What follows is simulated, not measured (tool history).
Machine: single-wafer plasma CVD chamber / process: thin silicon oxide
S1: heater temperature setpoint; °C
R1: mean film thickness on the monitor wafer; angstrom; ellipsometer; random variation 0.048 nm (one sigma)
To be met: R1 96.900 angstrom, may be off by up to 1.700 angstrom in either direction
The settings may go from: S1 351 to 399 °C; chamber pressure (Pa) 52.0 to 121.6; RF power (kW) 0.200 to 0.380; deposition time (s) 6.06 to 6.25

run 1 hour=0.0 | S1=375 chamber_pressure_(Pa)=86.8 RF_power_(kW)=0.290 deposition_time_(s)=6.06 | R1=83.053
run 2 hour=6.0 | S1=375 chamber_pressure_(Pa)=88.1 RF_power_(kW)=0.290 deposition_time_(s)=6.06 | R1=84.787
run 3 hour=9.5 | S1=375 chamber_pressure_(Pa)=89.3 RF_power_(kW)=0.290 deposition_time_(s)=6.06 | R1=85.475
run 4 hour=17.0 | S1=375 chamber_pressure_(Pa)=82.8 RF_power_(kW)=0.290 deposition_time_(s)=6.06 | R1=81.162
run 5 hour=21.0 | S1=375 chamber_pressure_(Pa)=85.1 RF_power_(kW)=0.290 deposition_time_(s)=6.06 | R1=83.170
run 6 hour=23.6 | S1=375 chamber_pressure_(Pa)=85.1 RF_power_(kW)=0.270 deposition_time_(s)=6.06 | R1=80.193
run 7 hour=29.9 | S1=375 chamber_pressure_(Pa)=87.2 RF_power_(kW)=0.270 deposition_time_(s)=6.06 | R1=82.455
run 8 hour=33.6 | S1=375 chamber_pressure_(Pa)=87.2 RF_power_(kW)=0.270 deposition_time_(s)=6.06 | R1=80.894
run 9 hour=38.9 | S1=375 chamber_pressure_(Pa)=89.3 RF_power_(kW)=0.270 deposition_time_(s)=6.06 | R1=82.741
run 10 hour=43.8 | S1=375 chamber_pressure_(Pa)=91.3 RF_power_(kW)=0.270 deposition_time_(s)=6.06 | R1=84.281
run 11 hour=45.3 | S1=375 chamber_pressure_(Pa)=93.1 RF_power_(kW)=0.270 deposition_time_(s)=6.06 | R1=85.881
run 12 hour=48.2 | S1=375 chamber_pressure_(Pa)=94.5 RF_power_(kW)=0.270 deposition_time_(s)=6.06 | R1=87.249
run 13 hour=49.2 | S1=375 chamber_pressure_(Pa)=95.7 RF_power_(kW)=0.270 deposition_time_(s)=6.06 | R1=86.878
run 14 hour=51.2 | S1=375 chamber_pressure_(Pa)=97.3 RF_power_(kW)=0.270 deposition_time_(s)=6.06 | R1=88.194
run 15 hour=58.5 | S1=375 chamber_pressure_(Pa)=98.7 RF_power_(kW)=0.270 deposition_time_(s)=6.06 | R1=89.091
run 16 hour=67.3 | S1=375 chamber_pressure_(Pa)=99.9 RF_power_(kW)=0.270 deposition_time_(s)=6.06 | R1=89.710
run 17 hour=68.8 | S1=375 chamber_pressure_(Pa)=107.5 RF_power_(kW)=0.270 deposition_time_(s)=6.06 | R1=94.776
run 18 hour=77.1 | S1=375 chamber_pressure_(Pa)=107.7 RF_power_(kW)=0.270 deposition_time_(s)=6.06 | R1=94.387
run 19 hour=82.8 | S1=375 chamber_pressure_(Pa)=108.1 RF_power_(kW)=0.270 deposition_time_(s)=6.06 | R1=94.614

Below are 4 possible settings for the next run. Only one of them brings all results inside the allowed miss of their targets. Which is it?
run A hour=88.5 | S1=375 chamber_pressure_(Pa)=107.5 RF_power_(kW)=0.280 deposition_time_(s)=6.12 | R1=?
run B hour=88.5 | S1=377 chamber_pressure_(Pa)=96.4 RF_power_(kW)=0.295 deposition_time_(s)=6.06 | R1=?
run C hour=88.5 | S1=371 chamber_pressure_(Pa)=115.1 RF_power_(kW)=0.240 deposition_time_(s)=6.06 | R1=?
run D hour=88.5 | S1=377 chamber_pressure_(Pa)=105.3 RF_power_(kW)=0.265 deposition_time_(s)=6.06 | R1=?

move=A R1=96.394
move=B R1=90.090
move=C R1=93.702
move=D R1=91.797
A: each result inside its tolerance
B: lands further from the targets than the last run did
C: lands further from the targets than the last run did
D: lands further from the targets than the last run did
A is the move that brings every result within its allowed miss.
